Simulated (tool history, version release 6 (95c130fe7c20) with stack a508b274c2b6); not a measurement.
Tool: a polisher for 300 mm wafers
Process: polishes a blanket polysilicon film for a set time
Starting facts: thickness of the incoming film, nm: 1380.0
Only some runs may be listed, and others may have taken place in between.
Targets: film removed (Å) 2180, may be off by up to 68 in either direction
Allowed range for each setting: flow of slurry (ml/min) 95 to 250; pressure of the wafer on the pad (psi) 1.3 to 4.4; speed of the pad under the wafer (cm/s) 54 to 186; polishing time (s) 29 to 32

run	hour	flow of slurry (ml/min)	pressure of the wafer on the pad (psi)	speed of the pad under the wafer (cm/s)	polishing time (s)	film removed (Å)
1	0	160	2.8	118	32	2763.8
2	5.5	160	2.5	118	32	2500.2
3	7	160	3	118	32	2924.1
4	10.2	160	3	118	32	2928.2
5	12.4	160	3	118	32	2929.3
6	18.9	155	2.8	118	32	2701.6
7	20	145	2.7	118	32	2586
8	21.8	140	2.6	118	32	2481.9
9	29.1	135	2.6	118	32	2501
10	35.6	135	2.5	118	32	2395.6
11	36.8	130	2.5	118	32	2348.8

Which of these 5 next moves meets every target?
A	38	155	2.1	152	30	?
B	38	155	3	88	30	?
C	38	135	2.7	130	31	?
D	38	155	2.5	112	30	?
E	38	130	2.8	140	29	?

move	film removed (Å)
A	2477.6
B	2059.3
C	2755
D	2177.6
E	2856
A: further off than the last run
B: moves the result that the last run missed by most past its target, out the other side
C: further off than the last run
D: every result lands within tolerance
E: further off than the last run
Move D is the one to make.

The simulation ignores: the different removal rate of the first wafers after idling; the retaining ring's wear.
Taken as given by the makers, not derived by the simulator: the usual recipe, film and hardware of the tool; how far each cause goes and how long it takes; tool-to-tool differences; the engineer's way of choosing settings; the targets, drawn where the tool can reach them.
